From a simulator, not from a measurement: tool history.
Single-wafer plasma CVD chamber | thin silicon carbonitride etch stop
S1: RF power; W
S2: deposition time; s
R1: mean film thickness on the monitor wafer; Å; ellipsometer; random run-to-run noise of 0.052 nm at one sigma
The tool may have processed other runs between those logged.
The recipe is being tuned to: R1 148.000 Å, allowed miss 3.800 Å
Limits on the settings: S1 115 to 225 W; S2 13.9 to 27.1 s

{"run": 1, "hour": 0.0, "S1": 170, "S2": 20.5, "R1": 110.41}
{"run": 2, "hour": 4.0, "S1": 185, "S2": 20.5, "R1": 111.74}
{"run": 3, "hour": 11.0, "S1": 185, "S2": 18.1, "R1": 99.224}
{"run": 4, "hour": 17.9, "S1": 165, "S2": 18.1, "R1": 96.002}
{"run": 5, "hour": 23.7, "S1": 170, "S2": 19.8, "R1": 106.26}
{"run": 6, "hour": 25.0, "S1": 170, "S2": 17.7, "R1": 94.065}
{"run": 7, "hour": 31.8, "S1": 175, "S2": 19.4, "R1": 104.28}
{"run": 8, "hour": 40.0, "S1": 180, "S2": 20.8, "R1": 113.33}
{"run": 9, "hour": 44.7, "S1": 205, "S2": 24.1, "R1": 135.7}
{"run": 10, "hour": 52.5, "S1": 205, "S2": 24.5, "R1": 138.57}
{"run": 11, "hour": 56.5, "S1": 205, "S2": 24.8, "R1": 140.54}

Which one of the following 4 next-run settings gets every result inside its allowed miss? There is exactly one.
{"run": "A", "hour": 60.5, "S1": 220, "S2": 24.4, "R1": "?"}
{"run": "B", "hour": 60.5, "S1": 225, "S2": 25.3, "R1": "?"}
{"run": "C", "hour": 60.5, "S1": 200, "S2": 24.0, "R1": "?"}
{"run": "D", "hour": 60.5, "S1": 215, "S2": 24.2, "R1": "?"}

move=A R1=141.300
move=B R1=147.520
move=C R1=135.000
move=D R1=139.160
A: closer than the last run, but not yet in spec
B: all results land within tolerance of their targets
C: misses by more than the last run did
D: misses by more than the last run did
B is the move that brings every result within its allowed miss.

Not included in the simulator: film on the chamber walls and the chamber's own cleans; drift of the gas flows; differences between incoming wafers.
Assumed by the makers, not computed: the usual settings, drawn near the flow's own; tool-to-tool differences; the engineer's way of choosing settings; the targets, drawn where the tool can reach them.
